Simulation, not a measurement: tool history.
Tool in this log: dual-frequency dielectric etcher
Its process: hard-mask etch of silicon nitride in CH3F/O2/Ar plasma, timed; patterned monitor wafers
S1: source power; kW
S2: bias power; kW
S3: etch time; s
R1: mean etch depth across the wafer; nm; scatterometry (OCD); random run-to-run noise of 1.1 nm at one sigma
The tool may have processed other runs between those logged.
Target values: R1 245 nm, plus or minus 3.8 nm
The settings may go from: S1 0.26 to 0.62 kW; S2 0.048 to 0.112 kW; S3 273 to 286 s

run  hour    S1     S2   S3      R1
  1     0  0.44   0.08  273  202.32
  2   7.4  0.44   0.08  286  211.13
  3   8.2  0.41   0.08  286  205.72
  4  12.3  0.41   0.08  286  206.99
  5  20.5  0.44  0.081  286  212.71
  6  23.5  0.44  0.086  286  217.41
  7  31.1  0.46  0.087  286  223.87
  8    33  0.48  0.087  286   228.2

Consider the 4 candidate settings below. Which is the only one whose results all fall within their allowed miss of target?
  A  34.9  0.61  0.091    284   ?
  B  34.9  0.62  0.094  280.5   ?
  C  34.9  0.49  0.102  285.5   ?
  D  34.9  0.49  0.101  279.5   ?

move      R1
   A  253.25
   B  255.05
   C  244.47
   D  238.36
A: takes the result that was furthest off past its target
B: takes the result that was furthest off past its target
C: all results land within tolerance of their targets
D: an improvement on the last run, though not all results are within tolerance
Answer: C

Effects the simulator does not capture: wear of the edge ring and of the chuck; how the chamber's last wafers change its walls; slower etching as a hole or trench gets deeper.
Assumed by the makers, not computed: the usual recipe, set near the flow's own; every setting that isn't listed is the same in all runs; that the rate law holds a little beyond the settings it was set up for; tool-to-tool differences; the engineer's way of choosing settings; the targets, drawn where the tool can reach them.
